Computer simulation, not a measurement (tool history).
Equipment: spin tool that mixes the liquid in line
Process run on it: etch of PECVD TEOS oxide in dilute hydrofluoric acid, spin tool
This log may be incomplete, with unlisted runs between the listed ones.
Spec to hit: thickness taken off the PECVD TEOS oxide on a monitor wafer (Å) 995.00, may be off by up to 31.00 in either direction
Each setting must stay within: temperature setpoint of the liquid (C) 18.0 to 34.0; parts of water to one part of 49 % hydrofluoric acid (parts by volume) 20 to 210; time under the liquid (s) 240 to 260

run  hour  temperature setpoint of the liquid (C)  parts of water to one part of 49 % hydrofluoric acid (parts by volume)  time under the liquid (s)  thickness taken off the PECVD TEOS oxide on a monitor wafer (Å)
  1   0.0                                    26.0                                                                     115                        240                                                           706.83
  2   5.1                                    26.0                                                                     115                        260                                                           775.55
  3   7.6                                    27.5                                                                     115                        260                                                           810.18
  4  13.2                                    27.5                                                                     115                        260                                                           816.50
  5  19.9                                    29.0                                                                     115                        260                                                           844.52
  6  26.2                                    29.5                                                                     115                        260                                                           888.17
  7  27.5                                    30.0                                                                     115                        260                                                           895.57
  8  33.2                                    30.5                                                                     115                        260                                                           903.74

Of the 5 settings listed for the next run, only one would bring every result within its allowed miss of target. Which one?
  A  38.9                                    33.5                                                                     115                        240                                                                ?
  B  38.9                                    33.0                                                                     115                        245                                                                ?
  C  38.9                                    30.0                                                                     105                        240                                                                ?
  D  38.9                                    32.0                                                                     120                        260                                                                ?
  E  38.9                                    33.5                                                                     110                        245                                                                ?

move  thickness taken off the PECVD TEOS oxide on a monitor wafer (Å)
   A                                                           938.90
   B                                                           941.61
   C                                                           919.57
   D                                                           917.21
   E                                                          1009.80
A: nearer the targets than the last run, but a result is still out of spec
B: nearer the targets than the last run, but a result is still out of spec
C: nearer the targets than the last run, but a result is still out of spec
D: nearer the targets than the last run, but a result is still out of spec
E: each result inside its tolerance
Correct choice: E, which meets every target
